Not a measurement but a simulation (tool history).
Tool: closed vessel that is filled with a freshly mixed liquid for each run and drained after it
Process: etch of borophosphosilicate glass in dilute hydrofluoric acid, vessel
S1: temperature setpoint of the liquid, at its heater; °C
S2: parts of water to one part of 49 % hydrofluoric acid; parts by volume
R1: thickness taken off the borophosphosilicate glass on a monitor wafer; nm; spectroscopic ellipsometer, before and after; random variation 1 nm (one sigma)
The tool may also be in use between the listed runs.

run 1 day=0 | S1=21 S2=130 time_in_the_liquid_(s)=375 | R1=53.649
run 2 day=0.267 | S1=23 S2=130 time_in_the_liquid_(s)=375 | R1=58.099
run 3 day=0.612 | S1=23 S2=95 time_in_the_liquid_(s)=375 | R1=84.71
run 4 day=0.912 | S1=24.5 S2=95 time_in_the_liquid_(s)=375 | R1=88.99
run 5 day=1.279 | S1=25.5 S2=95 time_in_the_liquid_(s)=375 | R1=92.574
run 6 day=1.354 | S1=26.5 S2=95 time_in_the_liquid_(s)=375 | R1=96.636
run 7 day=1.579 | S1=27 S2=95 time_in_the_liquid_(s)=375 | R1=98.305

Run 8 comes next. What will it give?
run 8 day=1.867 | S1=27.5 S2=95 time_in_the_liquid_(s)=375 | R1=?

Run 8 gave R1 101.3 nm.

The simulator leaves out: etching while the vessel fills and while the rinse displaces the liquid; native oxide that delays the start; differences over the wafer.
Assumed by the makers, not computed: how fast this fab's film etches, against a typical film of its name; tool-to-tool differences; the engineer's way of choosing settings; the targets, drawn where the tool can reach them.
